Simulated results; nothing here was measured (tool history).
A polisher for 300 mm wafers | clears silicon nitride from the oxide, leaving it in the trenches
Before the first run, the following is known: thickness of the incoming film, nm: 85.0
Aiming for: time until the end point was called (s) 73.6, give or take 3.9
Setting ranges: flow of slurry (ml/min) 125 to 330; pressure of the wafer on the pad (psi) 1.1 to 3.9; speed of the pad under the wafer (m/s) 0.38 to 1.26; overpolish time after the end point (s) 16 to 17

run	hour	flow of slurry (ml/min)	pressure of the wafer on the pad (psi)	speed of the pad under the wafer (m/s)	overpolish time after the end point (s)	time until the end point was called (s)
1	0	210	2.5	0.82	16	136.69
2	8.5	210	2.5	0.82	17	135.44
3	9.7	210	2	0.82	17	167.82
4	14.7	210	1.6	0.82	17	204.73
5	17.3	210	1.6	0.82	17	203.47
6	24.9	210	1.9	0.82	17	169.99
7	28.6	210	2.5	0.84	17	131.02
8	37.5	210	2.9	0.86	17	111.98
9	40.8	210	3.2	0.88	17	99.192

Which one of the following 4 next-run settings gets every result inside its allowed miss? There is exactly one.
A	44.1	235	3.9	0.96	16	?
B	44.1	245	2.5	0.76	17	?
C	44.1	255	2.6	0.92	17	?
D	44.1	235	3.6	0.7	16	?

move	time until the end point was called (s)
A	74.555
B	141.6
C	114.19
D	107.28
A: in spec on every target
B: misses by more than the last run did
C: misses by more than the last run did
D: misses by more than the last run did
Move A is the one to make.

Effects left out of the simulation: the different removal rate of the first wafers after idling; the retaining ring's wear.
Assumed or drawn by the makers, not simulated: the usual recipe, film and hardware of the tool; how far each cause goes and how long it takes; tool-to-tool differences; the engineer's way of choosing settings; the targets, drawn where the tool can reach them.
